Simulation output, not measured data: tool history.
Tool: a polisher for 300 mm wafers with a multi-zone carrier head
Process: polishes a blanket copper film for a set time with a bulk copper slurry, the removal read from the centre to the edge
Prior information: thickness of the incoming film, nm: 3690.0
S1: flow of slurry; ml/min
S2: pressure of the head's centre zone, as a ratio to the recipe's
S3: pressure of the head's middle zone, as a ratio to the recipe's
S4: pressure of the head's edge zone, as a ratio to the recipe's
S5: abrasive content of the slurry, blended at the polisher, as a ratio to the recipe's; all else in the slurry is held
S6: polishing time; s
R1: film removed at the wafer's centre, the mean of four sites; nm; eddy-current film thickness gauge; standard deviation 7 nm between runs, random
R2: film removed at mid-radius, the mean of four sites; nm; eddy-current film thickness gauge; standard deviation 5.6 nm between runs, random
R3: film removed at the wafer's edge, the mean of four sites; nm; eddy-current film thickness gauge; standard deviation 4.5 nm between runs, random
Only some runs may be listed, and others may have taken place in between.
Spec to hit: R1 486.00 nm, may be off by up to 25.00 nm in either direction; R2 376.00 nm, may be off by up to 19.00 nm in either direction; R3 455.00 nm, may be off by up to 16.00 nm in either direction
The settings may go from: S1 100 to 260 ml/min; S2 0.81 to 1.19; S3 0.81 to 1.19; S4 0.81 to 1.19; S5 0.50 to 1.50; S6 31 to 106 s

run 1 hour=0.0 | S1=165 S2=1.00 S3=1.00 S4=1.00 S5=1.00 S6=68 | R1=559.22 R2=575.85 R3=562.03
run 2 hour=4.8 | S1=160 S2=1.02 S3=0.96 S4=1.01 S5=0.90 S6=66 | R1=535.16 R2=514.14 R3=534.53
run 3 hour=9.4 | S1=155 S2=1.03 S3=0.93 S4=1.00 S5=0.85 S6=66 | R1=546.80 R2=505.66 R3=536.84
run 4 hour=12.8 | S1=155 S2=1.03 S3=0.93 S4=1.05 S5=0.85 S6=66 | R1=541.34 R2=506.26 R3=541.63
run 5 hour=21.1 | S1=155 S2=1.03 S3=0.93 S4=1.05 S5=0.70 S6=66 | R1=515.09 R2=487.40 R3=526.71
run 6 hour=25.4 | S1=155 S2=0.97 S3=0.93 S4=1.05 S5=0.70 S6=66 | R1=474.74 R2=476.85 R3=523.38
run 7 hour=28.7 | S1=150 S2=0.99 S3=0.91 S4=1.04 S5=0.65 S6=65 | R1=484.85 R2=464.59 R3=504.34
run 8 hour=34.2 | S1=145 S2=1.01 S3=0.89 S4=1.05 S5=0.60 S6=64 | R1=475.66 R2=428.42 R3=493.41
run 9 hour=43.0 | S1=140 S2=1.02 S3=0.88 S4=1.04 S5=0.60 S6=64 | R1=483.56 R2=430.40 R3=485.27
run 10 hour=46.6 | S1=135 S2=1.03 S3=0.87 S4=1.04 S5=0.60 S6=64 | R1=483.56 R2=432.34 R3=493.05
run 11 hour=49.2 | S1=135 S2=1.03 S3=0.87 S4=1.04 S5=0.60 S6=64 | R1=476.56 R2=421.30 R3=485.00

Below are 5 possible settings for the next run. Only one of them brings all results inside the allowed miss of their targets. Which is it?
run A hour=51.8 | S1=145 S2=1.02 S3=0.82 S4=1.04 S5=0.60 S6=64 | R1=? R2=? R3=?
run B hour=51.8 | S1=135 S2=1.06 S3=0.81 S4=1.00 S5=0.55 S6=62 | R1=? R2=? R3=?
run C hour=51.8 | S1=115 S2=0.99 S3=1.03 S4=0.98 S5=0.50 S6=65 | R1=? R2=? R3=?
run D hour=51.8 | S1=180 S2=1.19 S3=0.94 S4=0.81 S5=0.50 S6=62 | R1=? R2=? R3=?
run E hour=51.8 | S1=135 S2=1.16 S3=0.85 S4=0.93 S5=0.50 S6=65 | R1=? R2=? R3=?

move=A R1=474.12 R2=412.07 R3=492.63
move=B R1=466.34 R2=386.36 R3=459.55
move=C R1=441.06 R2=478.58 R3=462.80
move=D R1=534.58 R2=443.45 R3=422.81
move=E R1=527.20 R2=414.62 R3=459.31
A: as far off as the last run
B: every result lands within tolerance
C: moves away from the targets compared with the last run
D: moves away from the targets compared with the last run
E: an improvement on the last run, though not all results are within tolerance
The move that meets every target is B.

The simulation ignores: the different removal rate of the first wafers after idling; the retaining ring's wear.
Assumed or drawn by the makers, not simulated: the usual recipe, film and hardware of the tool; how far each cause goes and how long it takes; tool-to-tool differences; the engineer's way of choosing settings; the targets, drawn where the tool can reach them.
